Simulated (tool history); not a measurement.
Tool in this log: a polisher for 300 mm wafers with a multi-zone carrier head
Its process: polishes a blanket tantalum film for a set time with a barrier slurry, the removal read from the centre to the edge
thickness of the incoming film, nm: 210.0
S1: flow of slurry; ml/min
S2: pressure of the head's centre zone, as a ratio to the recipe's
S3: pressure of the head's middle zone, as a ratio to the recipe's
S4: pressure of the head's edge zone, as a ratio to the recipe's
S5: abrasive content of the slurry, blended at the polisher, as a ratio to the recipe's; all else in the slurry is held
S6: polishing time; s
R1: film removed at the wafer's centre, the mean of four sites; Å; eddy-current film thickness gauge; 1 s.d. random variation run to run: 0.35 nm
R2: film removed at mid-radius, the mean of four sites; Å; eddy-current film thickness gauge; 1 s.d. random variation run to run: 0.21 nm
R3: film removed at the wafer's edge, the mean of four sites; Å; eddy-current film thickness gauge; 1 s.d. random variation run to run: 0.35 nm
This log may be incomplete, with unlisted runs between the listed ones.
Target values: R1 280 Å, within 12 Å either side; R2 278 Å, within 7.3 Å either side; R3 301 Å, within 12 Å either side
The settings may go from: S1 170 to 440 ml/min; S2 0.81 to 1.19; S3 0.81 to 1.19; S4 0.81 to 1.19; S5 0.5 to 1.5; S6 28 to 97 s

run 1 hour=0 | S1=280 S2=1 S3=1 S4=1 S5=1 S6=62 | R1=564.38 R2=550.14 R3=571.48
run 2 hour=1.2 | S1=280 S2=1 S3=1 S4=1 S5=0.9 S6=62 | R1=535.84 R2=531.05 R3=545.09
run 3 hour=4 | S1=275 S2=0.98 S3=0.97 S4=0.98 S5=0.8 S6=58 | R1=470.53 R2=466.86 R3=484.61
run 4 hour=12.9 | S1=330 S2=0.98 S3=0.97 S4=0.98 S5=0.8 S6=58 | R1=476.46 R2=473.95 R3=498.16
run 5 hour=21.5 | S1=320 S2=0.96 S3=0.94 S4=0.96 S5=0.75 S6=55 | R1=435.24 R2=414.56 R3=455.67
run 6 hour=23.4 | S1=310 S2=0.94 S3=0.94 S4=0.93 S5=0.7 S6=53 | R1=394.69 R2=387.77 R3=419.04
run 7 hour=27 | S1=260 S2=0.89 S3=0.86 S4=0.83 S5=0.5 S6=42 | R1=237.53 R2=230.53 R3=255.92
run 8 hour=32.6 | S1=285 S2=0.89 S3=0.87 S4=0.84 S5=0.5 S6=42 | R1=236.05 R2=235.68 R3=255.91
run 9 hour=36.6 | S1=285 S2=0.9 S3=0.88 S4=0.87 S5=0.5 S6=42 | R1=239.43 R2=236.69 R3=263.29
run 10 hour=43.5 | S1=295 S2=0.91 S3=0.9 S4=0.89 S5=0.5 S6=42 | R1=243.73 R2=243.4 R3=266.01
run 11 hour=50 | S1=310 S2=0.92 S3=0.91 S4=0.91 S5=0.5 S6=42 | R1=247.89 R2=245.47 R3=271.12
run 12 hour=53.2 | S1=320 S2=0.93 S3=0.92 S4=0.92 S5=0.5 S6=42 | R1=250.99 R2=248.26 R3=270.51
run 13 hour=58.9 | S1=325 S2=0.94 S3=0.93 S4=0.94 S5=0.5 S6=42 | R1=255.81 R2=252.5 R3=272.92
run 14 hour=63.3 | S1=335 S2=0.94 S3=0.94 S4=0.95 S5=0.5 S6=42 | R1=253.55 R2=255.14 R3=275.79
run 15 hour=67.1 | S1=345 S2=0.95 S3=0.95 S4=0.96 S5=0.5 S6=42 | R1=260.89 R2=258.95 R3=280.27
run 16 hour=68.8 | S1=355 S2=0.95 S3=0.96 S4=0.97 S5=0.5 S6=42 | R1=257.27 R2=259.38 R3=276.24
run 17 hour=69.7 | S1=355 S2=0.95 S3=0.96 S4=0.98 S5=0.5 S6=42 | R1=262.63 R2=263.53 R3=281.42
run 18 hour=73.6 | S1=360 S2=0.95 S3=0.96 S4=0.99 S5=0.5 S6=42 | R1=256.85 R2=261.88 R3=277.4
run 19 hour=78.6 | S1=340 S2=0.99 S3=0.97 S4=1.05 S5=0.75 S6=43 | R1=349.64 R2=339.64 R3=368.8
run 20 hour=87.1 | S1=330 S2=0.97 S3=0.96 S4=1.02 S5=0.75 S6=43 | R1=341.93 R2=332.48 R3=374.06

Exactly one of the 5 candidate moves below puts every result within its allowed miss. Which one?
run A hour=95.6 | S1=400 S2=0.95 S3=0.97 S4=1.09 S5=0.7 S6=48 | R1=? R2=? R3=?
run B hour=95.6 | S1=315 S2=0.91 S3=0.81 S4=1.03 S5=0.9 S6=36 | R1=? R2=? R3=?
run C hour=95.6 | S1=295 S2=0.83 S3=1.02 S4=1 S5=0.6 S6=41 | R1=? R2=? R3=?
run D hour=95.6 | S1=315 S2=1.01 S3=1.02 S4=0.96 S5=0.6 S6=41 | R1=? R2=? R3=?
run E hour=95.6 | S1=325 S2=0.98 S3=0.98 S4=1.05 S5=0.7 S6=36 | R1=? R2=? R3=?

move=A R1=361.41 R2=370.25 R3=410.31
move=B R1=282.19 R2=261.01 R3=330.46
move=C R1=240.85 R2=295.97 R3=305.37
move=D R1=295.79 R2=297.72 R3=302.22
move=E R1=274.27 R2=275.13 R3=298.98
A: its largest miss is bigger than the last run's
B: takes the biggest miss from the last run beyond its target
C: gains on the last run, yet a result remains outside its allowed miss
D: gains on the last run, yet a result remains outside its allowed miss
E: all results land within tolerance of their targets
The move that meets every target is E.

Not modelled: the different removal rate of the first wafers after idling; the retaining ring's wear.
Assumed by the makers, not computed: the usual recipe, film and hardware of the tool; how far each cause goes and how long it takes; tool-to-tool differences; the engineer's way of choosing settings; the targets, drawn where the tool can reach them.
